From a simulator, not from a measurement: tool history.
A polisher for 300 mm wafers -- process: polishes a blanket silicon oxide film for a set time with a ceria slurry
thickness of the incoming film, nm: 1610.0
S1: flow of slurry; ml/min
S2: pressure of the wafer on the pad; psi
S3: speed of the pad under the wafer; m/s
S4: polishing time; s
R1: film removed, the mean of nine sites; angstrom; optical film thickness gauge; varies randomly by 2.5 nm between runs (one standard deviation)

| run | hour | S1 | S2 | S3 | S4 | R1 |
|---|---|---|---|---|---|---|
| 1 | 0 | 145 | 3 | 1.4 | 86 | 4038.4 |
| 2 | 5.9 | 145 | 3 | 1.16 | 86 | 3315 |
| 3 | 12 | 145 | 3 | 0.92 | 86 | 2702.4 |
| 4 | 20.1 | 165 | 3 | 0.92 | 86 | 2703.4 |
| 5 | 26.6 | 165 | 3.3 | 0.92 | 86 | 2933.3 |
| 6 | 33.8 | 165 | 2.6 | 0.92 | 86 | 2483.5 |

What will run 7 give?
|  | 38.4 | head pressure recalibrated |
| 7 | 38.4 | 165 | 3.1 | 0.92 | 86 | ? |

R1: 3002.8 angstrom
